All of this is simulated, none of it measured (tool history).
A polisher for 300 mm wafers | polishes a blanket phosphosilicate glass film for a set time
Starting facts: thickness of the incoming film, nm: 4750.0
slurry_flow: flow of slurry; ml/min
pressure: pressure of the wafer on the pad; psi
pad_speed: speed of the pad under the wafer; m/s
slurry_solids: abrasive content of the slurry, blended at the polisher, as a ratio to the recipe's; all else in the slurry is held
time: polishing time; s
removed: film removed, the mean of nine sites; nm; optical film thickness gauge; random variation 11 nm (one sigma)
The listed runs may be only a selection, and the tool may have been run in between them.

run,hour,slurry_flow,pressure,pad_speed,slurry_solids,time,removed
1,0,230,3.1,0.98,1,114,715.01
2,2.2,230,3.1,1.22,1,114,832.03
3,11.2,230,3.2,1.22,1,114,851.82
4,16.8,230,3.2,1.22,1,114,863.36
5,23.3,230,3.2,1.08,1,114,789.43
6,29.3,230,3.3,1.08,1,114,798.96
7,34.5,230,3.4,1.08,1,114,810.2
8,43.4,230,3.5,1.08,1,114,862.27
9,50.5,230,3.6,1.08,1,114,873.36
10,54.5,230,3.7,1.08,1,114,903.14
11,61,230,3.8,1.08,1,114,921.05
12,68,230,3.9,1.08,1,114,936.76

For run 13, what comes out?
13,75.6,230,4,1.08,1,114,?

removed: 970.97 nm
